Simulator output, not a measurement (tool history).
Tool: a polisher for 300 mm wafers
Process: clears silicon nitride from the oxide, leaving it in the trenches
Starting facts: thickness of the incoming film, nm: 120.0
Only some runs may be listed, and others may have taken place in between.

run,hour,flow of slurry (ml/min),pressure of the wafer on the pad (psi),speed of the pad under the wafer (m/s),overpolish time after the end point (s),time until the end point was called (s)
1,0.0,175,2.5,1.14,28,118.94
2,6.3,200,2.5,1.14,28,116.86
3,11.9,200,2.3,1.12,28,130.69
4,18.0,225,2.3,1.12,28,126.50
5,20.6,225,2.1,1.12,28,135.89
6,29.4,225,2.1,1.12,30,138.08
7,36.6,225,2.0,1.12,30,144.52

What does the tool deliver on the next run?
8,40.9,225,1.9,1.12,30,?

time until the end point was called (s): 150.73
